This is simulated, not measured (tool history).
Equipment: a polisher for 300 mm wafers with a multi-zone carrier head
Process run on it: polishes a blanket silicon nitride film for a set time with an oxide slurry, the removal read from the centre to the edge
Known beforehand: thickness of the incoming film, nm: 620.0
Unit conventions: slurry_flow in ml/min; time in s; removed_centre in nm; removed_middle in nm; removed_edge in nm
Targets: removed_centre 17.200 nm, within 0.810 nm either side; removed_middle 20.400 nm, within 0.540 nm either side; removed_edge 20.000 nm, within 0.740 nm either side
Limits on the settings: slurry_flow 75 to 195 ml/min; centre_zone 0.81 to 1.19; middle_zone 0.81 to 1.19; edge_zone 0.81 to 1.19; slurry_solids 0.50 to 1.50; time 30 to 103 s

run  hour  slurry_flow  centre_zone  middle_zone  edge_zone  slurry_solids  time  removed_centre  removed_middle  removed_edge
  1   0.0          125         1.00         1.00       1.00           1.00    66          35.703          37.185        35.632
  2   2.0          115         0.96         0.99       0.98           0.90    63          31.443          32.828        31.303
  3   9.3          115         0.88         0.99       0.98           0.90    63          29.117          32.892        31.674
  4  12.8          115         0.88         0.99       0.98           0.90    50          23.191          26.396        25.656
  5  16.7          110         0.86         0.99       0.98           0.80    50          21.699          24.446        23.975
  6  24.2          110         0.86         0.91       0.98           0.80    50          20.923          22.819        23.735
  7  26.8          110         0.86         0.91       0.98           0.80    50          21.258          22.767        24.174
  8  32.9          105         0.85         0.93       0.98           0.75    50          20.177          22.477        23.351
  9  39.8           80         0.81         0.94       0.88           0.60    50          15.655          18.840        18.919
 10  44.7           85         0.81         0.94       0.88           0.60    50          16.468          19.185        18.797
 11  52.3           85         0.81         0.95       0.89           0.60    50          16.277          19.432        18.873
 12  56.1           90         0.81         0.95       0.90           0.60    50          16.681          19.683        19.089

5 next moves are on the table. One of them brings every result within its allowed miss. Which?
  A  59.9           75         0.85         0.88       0.96           0.55    56               ?               ?             ?
  B  59.9          100         0.83         0.96       0.81           0.50    49               ?               ?             ?
  C  59.9           85         0.82         0.87       0.91           0.55    54               ?               ?             ?
  D  59.9           75         0.82         0.96       0.89           0.75    50               ?               ?             ?
  E  59.9           75         0.88         0.93       0.86           0.55    55               ?               ?             ?

move  removed_centre  removed_middle  removed_edge
   A          17.620          18.627        20.111
   B          16.299          18.556        16.633
   C          17.470          18.665        19.503
   D          17.576          20.536        19.884
   E          17.789          19.154        18.762
A: its largest miss is bigger than the last run's
B: its largest miss is bigger than the last run's
C: its largest miss is bigger than the last run's
D: meets every target
E: its largest miss is bigger than the last run's
D meets every target.
